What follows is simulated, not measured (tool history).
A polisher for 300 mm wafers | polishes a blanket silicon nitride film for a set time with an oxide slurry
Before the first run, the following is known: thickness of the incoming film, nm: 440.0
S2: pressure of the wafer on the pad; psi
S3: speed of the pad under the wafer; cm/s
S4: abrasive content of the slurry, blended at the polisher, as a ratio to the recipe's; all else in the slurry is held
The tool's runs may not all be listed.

{"run": 1, "day": 0.0, "flow of slurry (ml/min)": 145, "S2": 3.1, "S3": 136, "S4": 1.0, "polishing time (s)": 51, "film removed (nm)": 35.053}
{"run": 2, "day": 0.238, "flow of slurry (ml/min)": 145, "S2": 3.1, "S3": 136, "S4": 1.0, "polishing time (s)": 45, "film removed (nm)": 30.935}
{"run": 3, "day": 0.312, "flow of slurry (ml/min)": 145, "S2": 3.1, "S3": 136, "S4": 1.0, "polishing time (s)": 51, "film removed (nm)": 35.023}
{"run": 4, "day": 0.596, "flow of slurry (ml/min)": 145, "S2": 3.4, "S3": 138, "S4": 1.0, "polishing time (s)": 51, "film removed (nm)": 38.452}
{"run": 5, "day": 0.925, "flow of slurry (ml/min)": 145, "S2": 3.6, "S3": 140, "S4": 1.0, "polishing time (s)": 51, "film removed (nm)": 41.044}
{"run": 6, "day": 1.25, "flow of slurry (ml/min)": 145, "S2": 3.8, "S3": 140, "S4": 1.0, "polishing time (s)": 51, "film removed (nm)": 43.832}
{"run": 7, "day": 1.525, "flow of slurry (ml/min)": 145, "S2": 3.9, "S3": 140, "S4": 1.0, "polishing time (s)": 51, "film removed (nm)": 45.409}

Expected results for the next run?
{"run": 8, "day": 1.621, "flow of slurry (ml/min)": 145, "S2": 4.0, "S3": 140, "S4": 1.0, "polishing time (s)": 51, "film removed (nm)": "?"}

Run 8 gave film removed (nm) 45.588.
